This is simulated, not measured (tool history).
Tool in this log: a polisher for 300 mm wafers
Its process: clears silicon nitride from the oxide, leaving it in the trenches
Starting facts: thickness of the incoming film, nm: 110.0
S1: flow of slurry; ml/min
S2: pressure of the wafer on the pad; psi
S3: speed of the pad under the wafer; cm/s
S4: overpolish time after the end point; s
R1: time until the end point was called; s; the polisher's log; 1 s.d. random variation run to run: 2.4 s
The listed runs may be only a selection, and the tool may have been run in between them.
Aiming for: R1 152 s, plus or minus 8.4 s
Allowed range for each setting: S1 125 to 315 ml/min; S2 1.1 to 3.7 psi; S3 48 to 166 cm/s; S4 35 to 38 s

run 1 hour=0 | S1=205 S2=2.4 S3=106 S4=35 | R1=124.37
run 2 hour=3.6 | S1=170 S2=2.4 S3=106 S4=35 | R1=129.98
run 3 hour=10.9 | S1=170 S2=2.4 S3=132 S4=35 | R1=103.81
run 4 hour=13.7 | S1=170 S2=2.3 S3=132 S4=35 | R1=106.01
run 5 hour=22 | S1=170 S2=2.7 S3=132 S4=35 | R1=90.491
run 6 hour=27.1 | S1=170 S2=2.6 S3=132 S4=35 | R1=95.821
run 7 hour=31.6 | S1=170 S2=2.5 S3=132 S4=35 | R1=99.853
run 8 hour=40.1 | S1=170 S2=2.4 S3=132 S4=35 | R1=103.63
run 9 hour=48.9 | S1=170 S2=2.3 S3=132 S4=35 | R1=107.06
run 10 hour=56.1 | S1=170 S2=2.2 S3=132 S4=35 | R1=110.27
run 11 hour=59.3 | S1=170 S2=2.1 S3=132 S4=35 | R1=116.64
-- hour=67.1 worn pad replaced by a new one
run 12 hour=67.1 | S1=170 S2=2 S3=132 S4=35 | R1=110.89
run 13 hour=71.1 | S1=170 S2=1.9 S3=130 S4=35 | R1=117.05
run 14 hour=73.8 | S1=170 S2=1.8 S3=128 S4=35 | R1=125.67

4 candidate next runs follow, results not yet known. Just one meets every target within its allowed miss. Identify it.
run A hour=76.5 | S1=205 S2=2 S3=164 S4=36 | R1=?
run B hour=76.5 | S1=180 S2=1.6 S3=120 S4=35 | R1=?
run C hour=76.5 | S1=130 S2=2 S3=118 S4=38 | R1=?
run D hour=76.5 | S1=180 S2=1.7 S3=128 S4=35 | R1=?

move=A R1=90.713
move=B R1=153.95
move=C R1=132.82
move=D R1=136.65
A: moves away from the targets compared with the last run
B: every result lands within tolerance
C: better than the last run, though not everything is in spec
D: better than the last run, though not everything is in spec
So the answer is move B, the one that meets all the targets.

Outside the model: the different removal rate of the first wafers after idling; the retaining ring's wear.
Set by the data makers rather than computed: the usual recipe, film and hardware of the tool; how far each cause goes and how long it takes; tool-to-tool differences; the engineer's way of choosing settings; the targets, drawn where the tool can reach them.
